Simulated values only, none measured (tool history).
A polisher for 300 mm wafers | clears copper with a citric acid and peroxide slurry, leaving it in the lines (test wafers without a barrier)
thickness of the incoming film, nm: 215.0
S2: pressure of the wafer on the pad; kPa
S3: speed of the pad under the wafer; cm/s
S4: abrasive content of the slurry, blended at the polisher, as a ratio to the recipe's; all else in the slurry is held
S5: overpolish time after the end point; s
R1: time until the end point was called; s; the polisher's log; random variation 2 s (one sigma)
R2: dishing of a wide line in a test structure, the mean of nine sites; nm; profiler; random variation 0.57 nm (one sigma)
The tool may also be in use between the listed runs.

run 1 hour=0 | flow_of_slurry_(ml/min)=290 S2=15.9 S3=128 S4=1 S5=15 | R1=95.38 R2=25.419
run 2 hour=4.9 | flow_of_slurry_(ml/min)=290 S2=15.9 S3=128 S4=0.9 S5=15 | R1=97.534 R2=24.841
run 3 hour=7.1 | flow_of_slurry_(ml/min)=290 S2=14.5 S3=128 S4=0.9 S5=16 | R1=107.26 R2=23.669
run 4 hour=13.6 | flow_of_slurry_(ml/min)=290 S2=13.8 S3=128 S4=0.9 S5=18 | R1=112.85 R2=26.015
run 5 hour=15.4 | flow_of_slurry_(ml/min)=290 S2=13.8 S3=158 S4=0.9 S5=18 | R1=98.374 R2=29.904
run 6 hour=18.2 | flow_of_slurry_(ml/min)=325 S2=13.8 S3=158 S4=0.9 S5=18 | R1=97.331 R2=28.358

The next listed run, before its measurement:
run 7 hour=26.2 | flow_of_slurry_(ml/min)=320 S2=13.1 S3=158 S4=0.9 S5=19 | R1=? R2=?

R1: 102.56 s
R2: 28.984 nm
